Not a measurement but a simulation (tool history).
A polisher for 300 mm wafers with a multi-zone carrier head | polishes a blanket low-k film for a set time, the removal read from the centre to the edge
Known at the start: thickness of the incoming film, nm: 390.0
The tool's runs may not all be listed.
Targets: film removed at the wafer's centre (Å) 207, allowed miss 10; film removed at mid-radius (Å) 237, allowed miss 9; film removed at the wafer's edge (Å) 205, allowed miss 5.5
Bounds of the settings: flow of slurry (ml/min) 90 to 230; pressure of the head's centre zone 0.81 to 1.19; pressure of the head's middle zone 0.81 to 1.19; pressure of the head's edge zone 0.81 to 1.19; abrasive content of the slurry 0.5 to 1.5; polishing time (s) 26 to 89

run,day,flow of slurry (ml/min),pressure of the head's centre zone,pressure of the head's middle zone,pressure of the head's edge zone,abrasive content of the slurry,polishing time (s),film removed at the wafer's centre (Å),film removed at mid-radius (Å),film removed at the wafer's edge (Å)
1,0,150,1,1,1,1,57,306.71,308.19,302.42
2,0.121,145,0.98,1.02,0.96,0.85,56,275.84,290.14,269.53
3,0.446,140,0.96,1.02,0.93,0.75,55,251.95,259.88,248.67
4,0.783,125,0.96,1.02,0.93,0.75,55,241.5,255.37,242.37
5,0.896,125,0.96,1.02,0.93,0.65,55,220.97,233.8,222.7
6,1.092,145,0.96,1.02,0.93,0.65,55,237.03,240.18,230.91
7,1.325,135,0.96,1.04,0.91,0.65,55,232.43,242.72,225
8,1.471,125,0.95,1.06,0.9,0.65,55,221.33,243.1,226.4
9,1.808,120,0.96,1.08,0.87,0.65,55,222.5,245.54,216.7
10,2.142,115,0.96,1.08,0.86,0.65,55,220.05,243.64,216.53
11,2.225,105,0.94,1.1,0.81,0.55,55,188.99,217.79,193.3
12,2.583,115,0.94,1.11,0.82,0.55,55,200.1,225.89,194.61
13,2.921,120,0.94,1.11,0.84,0.55,55,202.69,227.89,196.89
14,3.012,120,0.94,1.11,0.86,0.55,55,197.53,228.94,198.43

Which of these 4 next moves meets every target?
A,3.104,130,0.81,1.14,0.91,0.5,60,?,?,?
B,3.104,105,0.85,1.11,0.88,0.55,58,?,?,?
C,3.104,95,0.98,1.15,0.84,0.7,53,?,?,?
D,3.104,135,0.91,1.14,0.86,0.65,48,?,?,?

move,film removed at the wafer's centre (Å),film removed at mid-radius (Å),film removed at the wafer's edge (Å)
A,183.7,245.63,211.85
B,181.06,230.78,205.69
C,200.88,239.42,206.73
D,186.68,229.62,194.54
A: takes the result that was furthest off past its target
B: brings the result that was furthest off to its target, and leaves another outside
C: meets every target
D: further off than the last run
The right move is C.

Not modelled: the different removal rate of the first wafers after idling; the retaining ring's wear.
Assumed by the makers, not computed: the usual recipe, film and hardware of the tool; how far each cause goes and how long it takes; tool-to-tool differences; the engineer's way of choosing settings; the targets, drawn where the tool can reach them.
